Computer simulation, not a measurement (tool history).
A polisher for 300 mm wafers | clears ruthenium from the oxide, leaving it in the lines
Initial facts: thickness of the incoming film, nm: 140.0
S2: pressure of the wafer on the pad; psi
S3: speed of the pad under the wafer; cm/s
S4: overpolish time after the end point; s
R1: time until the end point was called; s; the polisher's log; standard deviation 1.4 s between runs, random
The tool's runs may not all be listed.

run 1 hour=0 | flow_of_slurry_(ml/min)=285 S2=1.5 S3=120 S4=35 | R1=160.68
run 2 hour=5.2 | flow_of_slurry_(ml/min)=285 S2=1.5 S3=120 S4=35 | R1=157.23
run 3 hour=11.3 | flow_of_slurry_(ml/min)=285 S2=1.6 S3=120 S4=35 | R1=150.99
run 4 hour=15.1 | flow_of_slurry_(ml/min)=285 S2=1.6 S3=120 S4=37 | R1=153.95
run 5 hour=19.3 | flow_of_slurry_(ml/min)=260 S2=1.6 S3=120 S4=37 | R1=156.7
run 6 hour=27.5 | flow_of_slurry_(ml/min)=280 S2=1.7 S3=120 S4=37 | R1=146.07
run 7 hour=34.1 | flow_of_slurry_(ml/min)=290 S2=1.8 S3=120 S4=37 | R1=140.72
run 8 hour=41.3 | flow_of_slurry_(ml/min)=290 S2=1.9 S3=120 S4=37 | R1=138.54

Run 9 has not been measured yet. What should we expect?
run 9 hour=42.8 | flow_of_slurry_(ml/min)=290 S2=2 S3=120 S4=37 | R1=?

R1: 129.82 s
